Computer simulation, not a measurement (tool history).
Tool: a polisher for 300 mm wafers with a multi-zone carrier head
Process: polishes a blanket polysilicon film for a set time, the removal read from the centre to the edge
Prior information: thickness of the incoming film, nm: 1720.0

run,hour,flow of slurry (ml/min),pressure of the head's centre zone,pressure of the head's middle zone,pressure of the head's edge zone,polishing time (s),film removed at the wafer's centre (nm),film removed at mid-radius (nm),film removed at the wafer's edge (nm)
1,0.0,280,1.00,1.00,1.00,39,279.47,273.94,281.42
2,8.1,290,1.01,1.03,0.95,33,239.28,239.51,235.48
3,13.6,295,1.02,1.06,0.91,29,212.20,219.90,207.20
4,19.3,295,0.95,1.06,0.91,29,197.62,220.18,205.43
5,22.6,305,0.99,1.08,0.88,26,185.72,196.60,181.77
6,23.8,310,1.01,1.11,0.86,25,181.00,195.90,174.94

Estimate the outcome of run 7 from the log above:
7,25.6,315,1.03,1.13,0.85,24,?,?,?

film removed at the wafer's centre (nm): 180.65
film removed at mid-radius (nm): 195.44
film removed at the wafer's edge (nm): 164.30
